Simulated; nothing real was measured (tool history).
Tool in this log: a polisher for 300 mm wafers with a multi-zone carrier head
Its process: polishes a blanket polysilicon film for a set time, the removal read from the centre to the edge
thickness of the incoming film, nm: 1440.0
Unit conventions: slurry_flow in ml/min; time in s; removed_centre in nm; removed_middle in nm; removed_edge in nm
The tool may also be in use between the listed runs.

| run | hour | slurry_flow | centre_zone | middle_zone | edge_zone | time | removed_centre | removed_middle | removed_edge |
|---|---|---|---|---|---|---|---|---|---|
| 1 | 0.0 | 260 | 1.00 | 1.00 | 1.00 | 37 | 231.91 | 193.24 | 198.43 |
| 2 | 1.2 | 250 | 0.97 | 0.98 | 1.01 | 34 | 207.52 | 177.37 | 183.69 |
| 3 | 7.0 | 235 | 0.95 | 0.95 | 1.02 | 31 | 182.39 | 154.79 | 166.67 |
| 4 | 9.3 | 225 | 0.93 | 0.93 | 1.02 | 29 | 164.34 | 141.79 | 154.72 |
| 5 | 14.7 | 220 | 0.91 | 0.91 | 1.02 | 28 | 154.20 | 134.50 | 147.96 |
|  | 18.2 | centre zone pressure recalibrated |
| 6 | 18.2 | 215 | 0.90 | 0.90 | 1.03 | 27 | 129.16 | 128.23 | 145.57 |

What does the tool deliver on the next run?
| 7 | 27.1 | 210 | 0.90 | 0.89 | 1.02 | 26 | ? | ? | ? |

{"run 7": {"removed_centre": 125.85, "removed_middle": 118.42, "removed_edge": 139.37}}

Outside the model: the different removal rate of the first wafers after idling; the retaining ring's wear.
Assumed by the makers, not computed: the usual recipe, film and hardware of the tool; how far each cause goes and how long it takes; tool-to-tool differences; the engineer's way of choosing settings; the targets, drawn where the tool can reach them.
